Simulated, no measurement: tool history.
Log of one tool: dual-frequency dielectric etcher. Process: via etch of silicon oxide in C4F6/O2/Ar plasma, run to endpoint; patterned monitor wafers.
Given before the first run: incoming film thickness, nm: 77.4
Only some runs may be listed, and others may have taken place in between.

Run 1, hour 0.0: bias power (W) 579, source power (W) 290, Ar flow (sccm) 292. Result: endpoint time (s) 19.149.
Run 2, hour 3.9: bias power (W) 545, source power (W) 280, Ar flow (sccm) 296. Result: endpoint time (s) 19.449.
Run 3, hour 12.4: bias power (W) 545, source power (W) 280, Ar flow (sccm) 326. Result: endpoint time (s) 19.827.
Run 4, hour 20.1: bias power (W) 514, source power (W) 260, Ar flow (sccm) 333. Result: endpoint time (s) 20.948.
Run 5, hour 27.7: bias power (W) 564, source power (W) 260, Ar flow (sccm) 333. Result: endpoint time (s) 20.542.
Run 6, hour 31.4: bias power (W) 548, source power (W) 250, Ar flow (sccm) 337. Result: endpoint time (s) 20.766.
Run 7, hour 32.5: bias power (W) 525, source power (W) 240, Ar flow (sccm) 342. Result: endpoint time (s) 21.433.
Run 8, hour 34.6: bias power (W) 507, source power (W) 230, Ar flow (sccm) 345. Result: endpoint time (s) 22.468.
Run 9, hour 36.7: bias power (W) 492, source power (W) 230, Ar flow (sccm) 345. Result: endpoint time (s) 22.594.
Run 10, hour 37.9: bias power (W) 478, source power (W) 230, Ar flow (sccm) 345. Result: endpoint time (s) 23.082.
Run 11, hour 40.5: bias power (W) 469, source power (W) 230, Ar flow (sccm) 345. Result: endpoint time (s) 23.103.
Run 12, hour 43.1: bias power (W) 460, source power (W) 230, Ar flow (sccm) 345. Result: endpoint time (s) 23.592.

Forecast run 13:
Run 13, hour 47.9: bias power (W) 455, source power (W) 230, Ar flow (sccm) 345. Result: endpoint time (s) ?.

Run 13 came out at endpoint time (s) 23.514.

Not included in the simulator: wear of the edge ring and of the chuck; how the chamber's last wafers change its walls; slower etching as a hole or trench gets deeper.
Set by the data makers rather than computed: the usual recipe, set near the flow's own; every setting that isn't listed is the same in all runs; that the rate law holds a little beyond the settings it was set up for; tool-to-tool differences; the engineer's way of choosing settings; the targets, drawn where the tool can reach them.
